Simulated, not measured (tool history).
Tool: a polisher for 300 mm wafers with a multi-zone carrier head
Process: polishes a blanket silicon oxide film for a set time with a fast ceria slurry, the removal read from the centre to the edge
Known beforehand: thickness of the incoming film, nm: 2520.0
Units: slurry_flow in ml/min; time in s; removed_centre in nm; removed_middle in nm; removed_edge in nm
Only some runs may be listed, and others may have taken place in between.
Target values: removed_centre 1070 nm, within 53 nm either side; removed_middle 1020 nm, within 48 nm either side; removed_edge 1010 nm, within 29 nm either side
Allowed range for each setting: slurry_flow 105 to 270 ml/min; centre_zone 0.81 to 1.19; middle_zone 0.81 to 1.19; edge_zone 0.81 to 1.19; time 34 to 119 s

run    day  slurry_flow  centre_zone  middle_zone  edge_zone  time  removed_centre  removed_middle  removed_edge
  1      0          175            1            1          1    76          815.57          817.95        815.99
  2  0.317          180         1.01         1.01       1.02    77          826.01          832.01        829.09
  3  0.579          180         1.01         0.97       1.02    77          844.16           820.3        831.92
  4  0.696          185         1.02         0.98       1.03    78          845.21          845.48        843.15
  5  1.038          185         1.02         1.02       1.03    78           860.4          863.61        858.02
  6  1.392          185         1.02         0.99       1.03    78          872.71          875.63        852.79
  7  1.496          185         1.03         0.98       1.04    79          872.22           854.9         875.2
  8  1.762          190         1.05         0.99       1.05    80          896.05          869.12        889.13
  9  2.004          195         1.06            1       1.05    81          918.27          900.08        895.62

Which of these 4 next moves meets every target?
  A  2.246          270         0.88         1.19       0.94    73               ?               ?             ?
  B  2.246          155         0.81         1.01       1.19    86               ?               ?             ?
  C  2.246          205          1.1         1.03       1.09    89               ?               ?             ?
  D  2.246          105         0.93         0.88       1.19    90               ?               ?             ?

move  removed_centre  removed_middle  removed_edge
   A          733.62          981.45         780.2
   B          736.09          939.37        985.66
   C          1081.4          1024.2        1001.4
   D          824.23          822.77        988.83
A: moves away from the targets compared with the last run
B: gets the furthest-off result to its target, but another result is out of tolerance
C: each result inside its tolerance
D: gets the furthest-off result to its target, but another result is out of tolerance
Move C is the one to make.
